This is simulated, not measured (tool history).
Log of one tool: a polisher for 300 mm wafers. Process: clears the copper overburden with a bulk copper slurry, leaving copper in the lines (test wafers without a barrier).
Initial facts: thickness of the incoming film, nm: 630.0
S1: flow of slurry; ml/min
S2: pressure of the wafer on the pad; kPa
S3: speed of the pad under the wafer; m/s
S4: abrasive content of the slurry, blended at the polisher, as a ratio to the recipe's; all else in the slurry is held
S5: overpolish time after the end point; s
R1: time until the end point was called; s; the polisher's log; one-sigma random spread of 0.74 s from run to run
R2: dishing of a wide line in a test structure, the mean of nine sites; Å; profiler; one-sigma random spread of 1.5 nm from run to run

run  hour   S1    S2    S3   S4  S5      R1      R2
  1     0  255  12.4  0.94    1  17   115.2  399.13
  2   7.8  255  13.1  0.94    1  18  109.48  466.78
  3  13.7  255  13.1  0.94    1  24  107.94  504.13
  4  21.5  230  13.1  0.94    1  24  111.96  507.36
  5    22  230  13.1  0.94  0.8  24  117.47  497.15
  6  29.6  265  13.1  0.94  0.8  24  114.46  520.64

Estimate the outcome of run 7 from the log above:
  7  36.3  270  13.8  0.94  0.8  23   ?   ?

{"run 7": {"R1": 109.28, "R2": 511.59}}

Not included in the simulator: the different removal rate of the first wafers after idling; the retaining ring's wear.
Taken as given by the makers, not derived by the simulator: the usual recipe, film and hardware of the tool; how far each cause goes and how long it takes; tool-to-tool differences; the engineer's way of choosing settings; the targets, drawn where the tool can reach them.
